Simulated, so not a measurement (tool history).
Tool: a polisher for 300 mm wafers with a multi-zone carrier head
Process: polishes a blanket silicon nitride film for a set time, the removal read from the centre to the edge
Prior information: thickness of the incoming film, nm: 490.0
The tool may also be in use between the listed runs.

run,hour,flow of slurry (ml/min),pressure of the head's centre zone,pressure of the head's middle zone,pressure of the head's edge zone,polishing time (s),film removed at the wafer's centre (nm),film removed at mid-radius (nm),film removed at the wafer's edge (nm)
1,0,315,1,1,1,54,82.798,87.265,83.59
2,7,375,1,1,1,54,83.49,86.1,83.512
3,11.2,375,1,1,1.05,54,84.116,86.629,86.465
4,15.4,375,0.98,0.99,1.02,52,79.915,81.9,82.697
5,16.6,370,0.96,0.99,1,50,74.954,79.308,79.271
6,24.4,370,0.96,0.99,0.94,50,74.528,79.257,75.898

Run 7 is up next; what results do you expect?
7,32.2,370,0.95,0.98,0.92,48,?,?,?

{"run 7": {"film removed at the wafer's centre (nm)": 71.273, "film removed at mid-radius (nm)": 74.97, "film removed at the wafer's edge (nm)": 72.819}}

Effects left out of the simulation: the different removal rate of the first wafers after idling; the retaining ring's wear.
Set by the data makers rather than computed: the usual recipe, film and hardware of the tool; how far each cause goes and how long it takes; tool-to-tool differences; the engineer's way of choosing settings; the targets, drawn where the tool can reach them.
